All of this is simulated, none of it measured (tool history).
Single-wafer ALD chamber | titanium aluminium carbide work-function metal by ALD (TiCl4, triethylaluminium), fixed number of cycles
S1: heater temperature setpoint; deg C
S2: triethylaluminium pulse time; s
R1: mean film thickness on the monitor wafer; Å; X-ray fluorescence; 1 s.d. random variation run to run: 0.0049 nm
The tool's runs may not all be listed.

run	day	S1	S2	R1
1	0	300	13.53	20.217
2	0.188	293	12.78	19.281
3	0.467	288	12.78	18.807
4	0.604	288	14.34	19.349
5	0.938	285	13.69	18.766
6	1.208	285	16.56	19.625
7	1.442	282	15.67	19.183
8	1.492	280	14.94	18.763

Run 9 has not been measured yet. What should we expect?
9	1.688	279	14.51	?

Run 9 measured R1 18.577 Å.
